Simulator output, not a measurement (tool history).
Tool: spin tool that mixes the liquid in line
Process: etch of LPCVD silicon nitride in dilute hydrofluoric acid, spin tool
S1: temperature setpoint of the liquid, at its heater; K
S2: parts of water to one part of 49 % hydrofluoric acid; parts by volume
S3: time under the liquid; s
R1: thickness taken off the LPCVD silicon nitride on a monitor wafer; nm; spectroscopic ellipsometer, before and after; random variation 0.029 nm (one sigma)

run 1 day=0.000 | S1=299.15 S2=100 S3=305 | R1=1.8226
run 2 day=0.054 | S1=298.15 S2=105 S3=305 | R1=1.6545
run 3 day=0.246 | S1=297.15 S2=110 S3=305 | R1=1.5044
run 4 day=0.367 | S1=297.15 S2=110 S3=325 | R1=1.5493
run 5 day=0.500 | S1=296.65 S2=110 S3=325 | R1=1.4472
run 6 day=0.812 | S1=296.15 S2=110 S3=325 | R1=1.3426

Run 7 comes next. What will it give?
run 7 day=1.025 | S1=295.65 S2=110 S3=325 | R1=?

R1: 1.3826 nm
